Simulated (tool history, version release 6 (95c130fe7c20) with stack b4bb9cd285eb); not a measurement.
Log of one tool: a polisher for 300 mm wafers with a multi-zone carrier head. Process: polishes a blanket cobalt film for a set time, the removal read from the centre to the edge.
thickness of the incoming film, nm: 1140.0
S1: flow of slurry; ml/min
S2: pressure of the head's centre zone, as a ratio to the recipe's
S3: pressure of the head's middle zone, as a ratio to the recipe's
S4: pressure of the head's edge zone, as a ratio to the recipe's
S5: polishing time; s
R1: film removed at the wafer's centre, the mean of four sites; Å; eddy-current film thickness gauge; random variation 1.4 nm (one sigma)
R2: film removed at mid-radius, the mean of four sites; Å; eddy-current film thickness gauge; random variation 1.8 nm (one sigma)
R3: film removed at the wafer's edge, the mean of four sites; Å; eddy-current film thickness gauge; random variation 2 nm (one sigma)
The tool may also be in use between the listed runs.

Run 1, hour 0.0: S1 235 ml/min, S2 1.00, S3 1.00, S4 1.00, S5 44 s. Result: R1 2200.4 Å, R2 2147.8 Å, R3 2233.2 Å.
Run 2, hour 3.5: S1 180 ml/min, S2 1.00, S3 1.00, S4 1.00, S5 44 s. Result: R1 2140.1 Å, R2 2098.8 Å, R3 2149.9 Å.
Run 3, hour 8.7: S1 180 ml/min, S2 1.00, S3 1.00, S4 1.00, S5 49 s. Result: R1 2362.3 Å, R2 2372.7 Å, R3 2424.2 Å.
Run 4, hour 9.7: S1 180 ml/min, S2 1.00, S3 1.00, S4 1.00, S5 38 s. Result: R1 1842.6 Å, R2 1841.4 Å, R3 1854.9 Å.
Run 5, hour 16.7: S1 180 ml/min, S2 0.99, S3 1.02, S4 1.00, S5 38 s. Result: R1 1838.4 Å, R2 1875.8 Å, R3 1871.4 Å.
Run 6, hour 22.1: S1 180 ml/min, S2 0.99, S3 1.02, S4 1.00, S5 48 s. Result: R1 2299.2 Å, R2 2341.4 Å, R3 2345.1 Å.
Run 7, hour 26.6: S1 175 ml/min, S2 0.97, S3 1.02, S4 0.98, S5 47 s. Result: R1 2219.5 Å, R2 2323.9 Å, R3 2302.8 Å.

Run 8 comes next. What will it give?
Run 8, hour 27.8: S1 175 ml/min, S2 0.97, S3 1.02, S4 0.98, S5 47 s. Result: R1 ?, R2 ?, R3 ?.

{"run 8": {"R1": 2201.5, "R2": 2312.4, "R3": 2285.8}}
